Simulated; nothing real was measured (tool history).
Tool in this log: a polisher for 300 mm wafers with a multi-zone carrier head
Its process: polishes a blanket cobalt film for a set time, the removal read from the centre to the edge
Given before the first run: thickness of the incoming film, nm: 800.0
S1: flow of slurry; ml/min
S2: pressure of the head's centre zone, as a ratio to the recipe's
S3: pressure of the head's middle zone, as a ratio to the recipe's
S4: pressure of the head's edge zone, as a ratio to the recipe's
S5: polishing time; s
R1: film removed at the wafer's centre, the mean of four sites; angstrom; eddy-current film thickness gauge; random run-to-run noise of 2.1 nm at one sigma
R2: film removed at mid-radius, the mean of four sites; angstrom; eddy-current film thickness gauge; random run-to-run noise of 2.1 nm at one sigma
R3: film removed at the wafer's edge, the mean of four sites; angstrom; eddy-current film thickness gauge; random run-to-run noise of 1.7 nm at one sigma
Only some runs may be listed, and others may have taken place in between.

| run | hour | S1 | S2 | S3 | S4 | S5 | R1 | R2 | R3 |
|---|---|---|---|---|---|---|---|---|---|
| 1 | 0 | 125 | 1 | 1 | 1 | 43 | 2277.3 | 2218.1 | 2278.6 |
| 2 | 0.5 | 125 | 1 | 1 | 1.07 | 43 | 2308.9 | 2240.4 | 2369.4 |
| 3 | 9.3 | 125 | 1 | 1.07 | 1.07 | 43 | 2325.7 | 2338.4 | 2380.8 |
| 4 | 11.5 | 120 | 0.99 | 1.05 | 1.06 | 41 | 2185.8 | 2135.5 | 2229 |
| 5 | 14.1 | 115 | 0.97 | 1.05 | 1.04 | 40 | 1995.2 | 2091.1 | 2157 |
| 6 | 18.5 | 115 | 0.97 | 1.12 | 1.04 | 40 | 2041.7 | 2158.5 | 2156.5 |
| 7 | 24.5 | 110 | 0.97 | 1.1 | 1.03 | 38 | 1903.9 | 2017.4 | 2009 |

What will run 8 give?
| 8 | 32.4 | 105 | 0.97 | 1.08 | 1.02 | 37 | ? | ? | ? |

For run 8 the tool returned R1 1871.6 angstrom, R2 1928.1 angstrom, R3 1955.8 angstrom.
